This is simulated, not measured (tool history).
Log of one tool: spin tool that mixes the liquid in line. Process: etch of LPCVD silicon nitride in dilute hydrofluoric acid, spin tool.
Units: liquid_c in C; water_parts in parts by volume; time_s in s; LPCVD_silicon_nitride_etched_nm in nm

run    day  liquid_c  water_parts  time_s  LPCVD_silicon_nitride_etched_nm
  1  0.000      24.0           85      70                          0.38193
  2  0.200      26.0           70      70                          0.50617
  3  0.346      27.5           60      70                          0.64753
  4  0.383      28.5           55      70                          0.76232
  5  0.646      28.5           70      70                          0.61762
  6  1.017      30.0           70      70                          0.69292
  7  1.112      30.5           65      70                          0.77865

The next listed run, before its measurement:
  8  1.333      31.0           65      70                                ?

Run 8 gave LPCVD_silicon_nitride_etched_nm 0.75063 nm.
